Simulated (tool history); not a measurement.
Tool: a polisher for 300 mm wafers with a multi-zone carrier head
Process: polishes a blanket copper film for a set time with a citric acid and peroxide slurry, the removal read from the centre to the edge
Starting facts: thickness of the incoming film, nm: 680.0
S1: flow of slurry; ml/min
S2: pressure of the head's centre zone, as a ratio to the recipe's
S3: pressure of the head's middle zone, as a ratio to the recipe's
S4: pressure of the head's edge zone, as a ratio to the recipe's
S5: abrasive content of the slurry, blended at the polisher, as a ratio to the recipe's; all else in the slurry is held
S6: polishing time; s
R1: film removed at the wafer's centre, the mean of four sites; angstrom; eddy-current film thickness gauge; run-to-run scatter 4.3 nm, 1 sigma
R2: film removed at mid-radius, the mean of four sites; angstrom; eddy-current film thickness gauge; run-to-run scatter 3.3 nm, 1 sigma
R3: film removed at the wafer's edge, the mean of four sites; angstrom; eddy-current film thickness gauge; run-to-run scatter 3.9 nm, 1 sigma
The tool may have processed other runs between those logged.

run 1 day=0.000 | S1=140 S2=1.00 S3=1.00 S4=1.00 S5=1.00 S6=76 | R1=2579.3 R2=2661.3 R3=2582.3
run 2 day=0.033 | S1=140 S2=1.00 S3=1.00 S4=1.00 S5=1.10 S6=76 | R1=2602.8 R2=2719.9 R3=2672.8
run 3 day=0.350 | S1=140 S2=1.00 S3=1.00 S4=0.97 S5=1.10 S6=76 | R1=2670.6 R2=2697.1 R3=2656.4
run 4 day=0.542 | S1=140 S2=1.00 S3=1.00 S4=0.97 S5=1.10 S6=87 | R1=3051.6 R2=3114.0 R3=3001.6
run 5 day=0.833 | S1=140 S2=1.08 S3=1.00 S4=0.97 S5=1.10 S6=87 | R1=3294.3 R2=3137.4 R3=2987.0
run 6 day=0.929 | S1=140 S2=1.08 S3=1.00 S4=0.90 S5=1.10 S6=87 | R1=3252.3 R2=3073.0 R3=2957.5
run 7 day=1.129 | S1=145 S2=1.03 S3=1.00 S4=0.92 S5=1.15 S6=89 | R1=3209.6 R2=3260.7 R3=3053.4
run 8 day=1.254 | S1=140 S2=1.00 S3=0.99 S4=0.96 S5=1.20 S6=92 | R1=3213.6 R2=3348.7 R3=3266.3
run 9 day=1.596 | S1=145 S2=0.99 S3=0.99 S4=0.99 S5=1.25 S6=93 | R1=3263.8 R2=3407.5 R3=3362.2
run 10 day=1.971 | S1=150 S2=0.98 S3=1.00 S4=1.01 S5=1.30 S6=94 | R1=3422.6 R2=3537.2 R3=3488.8

What will run 11 give?
run 11 day=2.342 | S1=155 S2=0.95 S3=1.01 S4=1.03 S5=1.35 S6=95 | R1=? R2=? R3=?

Run 11 measured R1 3328.0 angstrom, R2 3630.5 angstrom, R3 3564.0 angstrom.

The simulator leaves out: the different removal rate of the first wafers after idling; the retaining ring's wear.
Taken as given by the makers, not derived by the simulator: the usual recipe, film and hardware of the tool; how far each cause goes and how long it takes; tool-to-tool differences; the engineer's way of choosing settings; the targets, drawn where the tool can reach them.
